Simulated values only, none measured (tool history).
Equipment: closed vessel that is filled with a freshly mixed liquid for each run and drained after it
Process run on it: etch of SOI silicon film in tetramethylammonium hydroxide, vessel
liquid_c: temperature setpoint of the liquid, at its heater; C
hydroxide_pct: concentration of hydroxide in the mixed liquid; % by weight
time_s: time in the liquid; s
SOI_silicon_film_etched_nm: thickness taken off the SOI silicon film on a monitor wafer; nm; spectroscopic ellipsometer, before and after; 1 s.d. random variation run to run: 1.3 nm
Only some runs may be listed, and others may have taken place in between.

run 1 hour=0.0 | liquid_c=63.0 hydroxide_pct=16.5 time_s=95 | SOI_silicon_film_etched_nm=377.33
run 2 hour=4.6 | liquid_c=63.0 hydroxide_pct=16.5 time_s=95 | SOI_silicon_film_etched_nm=377.00
run 3 hour=10.4 | liquid_c=68.0 hydroxide_pct=16.5 time_s=95 | SOI_silicon_film_etched_nm=511.55
run 4 hour=11.3 | liquid_c=68.0 hydroxide_pct=16.5 time_s=95 | SOI_silicon_film_etched_nm=511.42
run 5 hour=16.0 | liquid_c=68.0 hydroxide_pct=19.5 time_s=95 | SOI_silicon_film_etched_nm=476.68
run 6 hour=19.2 | liquid_c=68.0 hydroxide_pct=19.5 time_s=95 | SOI_silicon_film_etched_nm=481.27
run 7 hour=27.2 | liquid_c=66.0 hydroxide_pct=19.5 time_s=95 | SOI_silicon_film_etched_nm=423.15
run 8 hour=30.3 | liquid_c=64.5 hydroxide_pct=19.5 time_s=95 | SOI_silicon_film_etched_nm=388.17
run 9 hour=35.4 | liquid_c=63.5 hydroxide_pct=19.5 time_s=95 | SOI_silicon_film_etched_nm=362.68
run 10 hour=44.1 | liquid_c=62.5 hydroxide_pct=19.5 time_s=95 | SOI_silicon_film_etched_nm=346.52
run 11 hour=52.7 | liquid_c=61.5 hydroxide_pct=19.5 time_s=95 | SOI_silicon_film_etched_nm=320.89

For run 12, what comes out?
run 12 hour=56.7 | liquid_c=61.0 hydroxide_pct=19.5 time_s=95 | SOI_silicon_film_etched_nm=?

SOI_silicon_film_etched_nm: 312.59 nm

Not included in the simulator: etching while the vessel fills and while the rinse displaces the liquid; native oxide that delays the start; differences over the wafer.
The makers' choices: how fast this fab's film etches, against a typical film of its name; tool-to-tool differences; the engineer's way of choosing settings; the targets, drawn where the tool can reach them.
